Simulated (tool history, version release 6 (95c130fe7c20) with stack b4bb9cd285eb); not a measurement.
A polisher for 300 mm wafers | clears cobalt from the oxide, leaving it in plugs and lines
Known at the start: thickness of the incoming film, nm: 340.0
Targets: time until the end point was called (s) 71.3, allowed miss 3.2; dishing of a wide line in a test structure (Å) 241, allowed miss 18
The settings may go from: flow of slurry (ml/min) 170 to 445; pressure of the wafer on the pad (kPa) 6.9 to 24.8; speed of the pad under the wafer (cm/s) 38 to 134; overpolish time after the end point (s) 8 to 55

| run | hour | flow of slurry (ml/min) | pressure of the wafer on the pad (kPa) | speed of the pad under the wafer (cm/s) | overpolish time after the end point (s) | time until the end point was called (s) | dishing of a wide line in a test structure (Å) |
|---|---|---|---|---|---|---|---|
| 1 | 0 | 285 | 15.9 | 86 | 28 | 82.268 | 386.36 |
| 2 | 5 | 285 | 17.9 | 86 | 28 | 71.753 | 387.18 |
| 3 | 13 | 335 | 17.9 | 86 | 28 | 72.552 | 391.83 |
| 4 | 18.4 | 400 | 17.9 | 86 | 28 | 70.757 | 384.47 |
| 5 | 20.8 | 400 | 17.9 | 98 | 28 | 62.525 | 395.95 |
| 6 | 25.9 | 440 | 17.9 | 98 | 28 | 61.596 | 397.39 |
| 7 | 28 | 440 | 18.6 | 90 | 22 | 63.565 | 383.13 |
| 8 | 34.2 | 440 | 17.9 | 90 | 18 | 66.142 | 349.74 |
| 9 | 37 | 440 | 17.9 | 90 | 18 | 67.281 | 356.09 |
| 10 | 39.3 | 440 | 16.5 | 98 | 15 | 65.383 | 338.9 |
| 11 | 44.7 | 440 | 13.8 | 108 | 13 | 73.998 | 320.89 |
| 12 | 51.2 | 440 | 13.1 | 116 | 12 | 72.881 | 300.05 |
| 13 | 56.7 | 435 | 12.4 | 122 | 11 | 70.278 | 284.84 |
| 14 | 64.9 | 395 | 11.7 | 126 | 10 | 73.788 | 265.33 |

4 next moves are on the table. One of them brings every result within its allowed miss. Which?
| A | 73.1 | 350 | 12.4 | 124 | 8 | ? | ? |
| B | 73.1 | 425 | 12.4 | 132 | 11 | ? | ? |
| C | 73.1 | 420 | 12.4 | 110 | 9 | ? | ? |
| D | 73.1 | 410 | 12.4 | 134 | 11 | ? | ? |

| move | time until the end point was called (s) | dishing of a wide line in a test structure (Å) |
|---|---|---|
| A | 69.146 | 242.93 |
| B | 64.118 | 300.89 |
| C | 76.698 | 245.19 |
| D | 63.332 | 302.6 |
A: meets every target
B: further off than the last run
C: brings the result that was furthest off to its target, and leaves another outside
D: further off than the last run
Answer: A
